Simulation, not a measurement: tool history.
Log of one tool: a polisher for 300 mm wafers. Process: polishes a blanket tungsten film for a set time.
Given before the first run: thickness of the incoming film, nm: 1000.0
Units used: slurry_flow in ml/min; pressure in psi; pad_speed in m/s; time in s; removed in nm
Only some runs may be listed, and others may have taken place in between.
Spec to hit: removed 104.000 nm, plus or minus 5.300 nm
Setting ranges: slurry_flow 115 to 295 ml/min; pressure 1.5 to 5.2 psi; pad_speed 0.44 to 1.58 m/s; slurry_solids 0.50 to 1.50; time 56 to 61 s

run,hour,slurry_flow,pressure,pad_speed,slurry_solids,time,removed
1,0.0,190,3.3,1.00,1.00,61,246.870
2,7.3,190,3.3,1.00,1.00,56,230.410
3,14.4,190,2.7,1.00,1.00,56,192.300
4,22.1,235,2.7,1.00,1.00,56,196.400
5,27.3,235,2.4,0.92,1.00,56,166.110
6,28.5,235,2.1,0.86,1.00,56,134.920
7,36.4,235,1.9,0.84,1.00,56,122.350
8,42.4,235,1.8,0.84,1.00,56,114.960
9,51.0,235,1.5,0.84,1.00,56,97.754
10,59.3,240,1.5,0.84,1.00,56,97.475

Consider the 5 candidate settings below. Which is the only one whose results all fall within their allowed miss of target?
A,67.6,230,1.6,0.88,0.90,56,?
B,67.6,260,1.5,0.76,1.05,57,?
C,67.6,245,1.5,0.78,0.95,56,?
D,67.6,215,1.5,0.70,1.10,61,?
E,67.6,250,1.5,0.72,1.05,56,?

move,removed
A,104.920
B,91.475
C,89.798
D,89.500
E,84.992
A: all results in spec
B: further off than the last run
C: further off than the last run
D: further off than the last run
E: further off than the last run
Move A is the one to make.
